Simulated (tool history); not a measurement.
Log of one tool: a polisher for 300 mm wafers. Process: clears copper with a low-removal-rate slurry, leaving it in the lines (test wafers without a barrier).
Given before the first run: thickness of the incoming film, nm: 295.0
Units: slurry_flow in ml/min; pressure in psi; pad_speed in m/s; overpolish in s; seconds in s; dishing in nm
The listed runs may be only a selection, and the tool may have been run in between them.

run    day  slurry_flow  pressure  pad_speed  slurry_solids  overpolish  seconds  dishing
  1      0          220       2.6       1.06              1          29   123.74   26.351
  2  0.175          220       2.6       1.06            0.8          29   129.98   25.604
  3  0.383          225       2.3       1.14           0.75          24   140.81   22.647
  4  0.412          225       2.3       1.14           0.75          18   139.04   19.522
  5   0.65          205       2.3       1.14           0.75          18   137.69    19.99
  6    0.9          235         2       1.24            0.7          16   145.01   17.176
  7  1.104          255       1.8        1.3           0.65          14   153.68   14.858

Run 8, settings as shown, results not yet in. Your forecast:
  8  1.179          270       1.7       1.34            0.6          13        ?        ?

{"run 8": {"seconds": 166.18, "dishing": 14.518}}
